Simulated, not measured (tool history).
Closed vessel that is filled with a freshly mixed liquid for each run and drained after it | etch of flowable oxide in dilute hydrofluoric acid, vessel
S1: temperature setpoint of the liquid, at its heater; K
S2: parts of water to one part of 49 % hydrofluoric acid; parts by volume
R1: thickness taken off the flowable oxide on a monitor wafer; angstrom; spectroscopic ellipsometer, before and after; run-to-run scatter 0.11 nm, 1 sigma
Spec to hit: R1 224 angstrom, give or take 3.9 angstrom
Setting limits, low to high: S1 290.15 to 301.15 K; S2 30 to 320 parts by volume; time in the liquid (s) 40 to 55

Run 1, hour 0: S1 293.15 K, S2 175 parts by volume, time in the liquid (s) 55. Result: R1 89.519 angstrom.
Run 2, hour 0.9: S1 294.65 K, S2 175 parts by volume, time in the liquid (s) 55. Result: R1 95.189 angstrom.
Run 3, hour 2.1: S1 294.65 K, S2 175 parts by volume, time in the liquid (s) 40. Result: R1 69.317 angstrom.
Run 4, hour 3.9: S1 295.65 K, S2 150 parts by volume, time in the liquid (s) 40. Result: R1 86.417 angstrom.
Run 5, hour 9.1: S1 295.65 K, S2 125 parts by volume, time in the liquid (s) 40. Result: R1 105.78 angstrom.
Run 6, hour 14.3: S1 298.65 K, S2 125 parts by volume, time in the liquid (s) 40. Result: R1 120.31 angstrom.
Run 7, hour 16.9: S1 299.15 K, S2 110 parts by volume, time in the liquid (s) 40. Result: R1 140.76 angstrom.
Run 8, hour 22.1: S1 299.65 K, S2 100 parts by volume, time in the liquid (s) 40. Result: R1 160.3 angstrom.
Run 9, hour 27.8: S1 299.65 K, S2 95 parts by volume, time in the liquid (s) 40. Result: R1 169.15 angstrom.
Run 10, hour 32.1: S1 299.65 K, S2 95 parts by volume, time in the liquid (s) 40. Result: R1 170.34 angstrom.
Run 11, hour 33.4: S1 301.15 K, S2 55 parts by volume, time in the liquid (s) 40. Result: R1 329.2 angstrom.
Run 12, hour 40.2: S1 299.65 K, S2 55 parts by volume, time in the liquid (s) 40. Result: R1 309.74 angstrom.

Next run, 4 choices. One meets every target within its allowed miss, the rest don't. Which?
Run A, hour 47: S1 300.65 K, S2 85 parts by volume, time in the liquid (s) 45. Result: R1 ?.
Run B, hour 47: S1 298.65 K, S2 50 parts by volume, time in the liquid (s) 55. Result: R1 ?.
Run C, hour 47: S1 298.15 K, S2 65 parts by volume, time in the liquid (s) 40. Result: R1 ?.
Run D, hour 47: S1 294.15 K, S2 55 parts by volume, time in the liquid (s) 40. Result: R1 ?.

move      R1
   A  225.22
   B  453.46
   C   243.6
   D  247.33
A: in spec on every target
B: misses by more than the last run did
C: gains on the last run, yet a result remains outside its allowed miss
D: gains on the last run, yet a result remains outside its allowed miss
Correct choice: A, which meets every target
